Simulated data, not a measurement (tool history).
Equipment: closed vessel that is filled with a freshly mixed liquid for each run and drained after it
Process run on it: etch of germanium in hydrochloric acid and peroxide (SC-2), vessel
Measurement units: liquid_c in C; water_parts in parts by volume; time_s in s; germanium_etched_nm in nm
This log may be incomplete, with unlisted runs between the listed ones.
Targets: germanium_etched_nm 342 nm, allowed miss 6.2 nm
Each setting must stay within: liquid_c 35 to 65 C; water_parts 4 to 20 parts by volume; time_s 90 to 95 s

run	hour	liquid_c	water_parts	time_s	germanium_etched_nm
1	0	49	11	90	396.11
2	4	47.5	11	90	377.43
3	13.1	46.5	11	90	369.36
4	21.5	50.5	11	90	412.91
5	30.7	57	11	90	503.58
6	35	57	8.5	90	519.47
7	42.8	53	8.5	90	457.17
8	44.8	45	9	90	354
9	46.5	44.5	9	90	348.29

4 candidate next runs follow, results not yet known. Just one meets every target within its allowed miss. Identify it.
A	48.2	45	7	90	?
B	48.2	43.5	10	95	?
C	48.2	43.5	6.5	90	?
D	48.2	43	5	95	?

move	germanium_etched_nm
A	359.58
B	352.79
C	343.25
D	359.04
A: moves away from the targets compared with the last run
B: moves away from the targets compared with the last run
C: in spec on every target
D: moves away from the targets compared with the last run
Correct choice: C, which meets every target
